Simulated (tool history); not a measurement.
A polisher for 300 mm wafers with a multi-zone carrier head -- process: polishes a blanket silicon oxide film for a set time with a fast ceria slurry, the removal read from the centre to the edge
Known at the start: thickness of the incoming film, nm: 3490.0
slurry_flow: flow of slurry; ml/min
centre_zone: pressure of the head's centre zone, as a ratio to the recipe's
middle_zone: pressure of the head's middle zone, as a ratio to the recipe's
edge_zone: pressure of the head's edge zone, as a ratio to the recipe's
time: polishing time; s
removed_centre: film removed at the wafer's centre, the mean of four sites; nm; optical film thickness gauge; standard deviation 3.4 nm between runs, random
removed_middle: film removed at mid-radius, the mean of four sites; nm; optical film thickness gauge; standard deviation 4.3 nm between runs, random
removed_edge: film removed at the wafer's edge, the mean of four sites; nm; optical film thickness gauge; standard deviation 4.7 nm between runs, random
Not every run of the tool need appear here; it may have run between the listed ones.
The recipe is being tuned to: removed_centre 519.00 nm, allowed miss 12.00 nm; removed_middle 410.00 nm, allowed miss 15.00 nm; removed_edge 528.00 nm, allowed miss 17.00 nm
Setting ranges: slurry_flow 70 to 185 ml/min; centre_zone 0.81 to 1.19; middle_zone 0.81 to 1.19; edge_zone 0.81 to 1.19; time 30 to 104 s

| run | hour | slurry_flow | centre_zone | middle_zone | edge_zone | time | removed_centre | removed_middle | removed_edge |
|---|---|---|---|---|---|---|---|---|---|
| 1 | 0.0 | 120 | 1.00 | 1.00 | 1.00 | 67 | 451.80 | 452.97 | 459.35 |
| 2 | 7.6 | 120 | 1.00 | 1.00 | 0.95 | 67 | 459.48 | 452.21 | 448.60 |
| 3 | 11.8 | 125 | 1.02 | 0.95 | 1.00 | 67 | 466.02 | 431.20 | 460.68 |
| 4 | 12.7 | 135 | 1.03 | 0.92 | 1.03 | 68 | 480.49 | 438.07 | 484.00 |
| 5 | 15.7 | 140 | 1.05 | 0.89 | 1.06 | 68 | 503.11 | 429.06 | 493.34 |
| 6 | 24.3 | 140 | 1.05 | 0.89 | 1.14 | 68 | 500.50 | 429.51 | 515.30 |
| 7 | 33.1 | 140 | 1.06 | 0.87 | 1.15 | 68 | 509.91 | 421.48 | 504.12 |
| 8 | 38.9 | 140 | 1.06 | 0.85 | 1.16 | 68 | 498.52 | 409.25 | 517.51 |

Which one of the following 5 next-run settings gets every result inside its allowed miss? There is exactly one.
| A | 44.7 | 135 | 0.99 | 0.82 | 1.17 | 71 | ? | ? | ? |
| B | 44.7 | 135 | 1.05 | 0.88 | 1.19 | 66 | ? | ? | ? |
| C | 44.7 | 120 | 1.07 | 0.83 | 1.17 | 71 | ? | ? | ? |
| D | 44.7 | 125 | 1.05 | 0.86 | 1.18 | 68 | ? | ? | ? |
| E | 44.7 | 130 | 1.00 | 0.81 | 1.19 | 69 | ? | ? | ? |

| move | removed_centre | removed_middle | removed_edge |
|---|---|---|---|
| A | 491.45 | 416.79 | 530.83 |
| B | 484.94 | 410.43 | 497.45 |
| C | 517.81 | 411.24 | 522.30 |
| D | 491.25 | 408.86 | 505.12 |
| E | 478.53 | 398.13 | 517.93 |
A: lands further from the targets than the last run did
B: lands further from the targets than the last run did
C: in spec on every target
D: lands further from the targets than the last run did
E: lands further from the targets than the last run did
The move that meets every target is C.
